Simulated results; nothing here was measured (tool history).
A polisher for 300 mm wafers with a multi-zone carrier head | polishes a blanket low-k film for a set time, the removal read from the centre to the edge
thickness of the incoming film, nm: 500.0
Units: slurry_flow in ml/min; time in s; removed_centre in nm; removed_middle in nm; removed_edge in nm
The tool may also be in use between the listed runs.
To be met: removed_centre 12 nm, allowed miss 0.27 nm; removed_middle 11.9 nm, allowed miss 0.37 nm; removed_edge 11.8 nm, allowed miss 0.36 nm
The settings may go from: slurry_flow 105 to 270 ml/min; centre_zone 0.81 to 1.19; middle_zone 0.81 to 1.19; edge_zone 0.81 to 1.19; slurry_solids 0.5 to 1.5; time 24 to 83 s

run,hour,slurry_flow,centre_zone,middle_zone,edge_zone,slurry_solids,time,removed_centre,removed_middle,removed_edge
1,0,175,1,1,1,1,53,20.813,22.822,22.973
2,6.2,175,1,0.99,0.97,0.9,50,18.783,20.578,20.266
3,9.1,175,1.07,0.99,0.97,0.9,50,19.907,20.13,20.598
4,13.3,175,1.06,0.98,0.95,0.85,48,18.58,18.844,18.675
5,17.4,170,1.05,0.96,0.94,0.8,47,17.572,17.549,17.769
6,23.2,165,1.04,0.95,0.92,0.75,46,16.359,16.808,16.709
7,24,165,1.04,0.93,0.9,0.7,45,15.43,15.671,15.76
8,26.9,165,1.06,0.9,0.81,0.5,36,10.63,10.254,10.285
9,29,175,1.06,0.91,0.83,0.5,36,10.841,10.433,10.487
10,33.9,175,1.06,0.92,0.85,0.5,36,10.829,10.651,10.677
11,41.4,175,1.07,0.93,0.87,0.5,36,10.996,10.857,10.769
12,45.8,175,1.08,0.94,0.89,0.5,36,11.134,10.818,10.62
13,47.3,180,1.08,0.94,0.91,0.5,36,11.309,10.822,10.999
14,55.9,180,1.08,0.94,0.91,0.5,36,11.255,10.928,10.783
15,60.2,180,1.08,0.94,0.93,0.5,36,11.237,10.927,11.132
16,63.8,180,1.08,0.95,0.94,0.5,36,11.373,11.104,11.147
17,69.9,230,1.08,0.98,1,0.5,36,11.55,11.755,11.829

4 next moves are on the table. One of them brings every result within its allowed miss. Which?
A,76,250,1.01,0.96,1,0.55,36,?,?,?
B,76,220,1.1,0.99,0.98,0.55,35,?,?,?
C,76,245,1,0.91,0.89,0.55,36,?,?,?
D,76,255,1,0.98,1.04,0.55,34,?,?,?

move,removed_centre,removed_middle,removed_edge
A,11.44,12.046,12.369
B,11.919,11.823,11.77
C,11.291,11.495,11.746
D,10.725,11.602,11.908
A: further off than the last run
B: meets every target
C: further off than the last run
D: further off than the last run
The right move is B.

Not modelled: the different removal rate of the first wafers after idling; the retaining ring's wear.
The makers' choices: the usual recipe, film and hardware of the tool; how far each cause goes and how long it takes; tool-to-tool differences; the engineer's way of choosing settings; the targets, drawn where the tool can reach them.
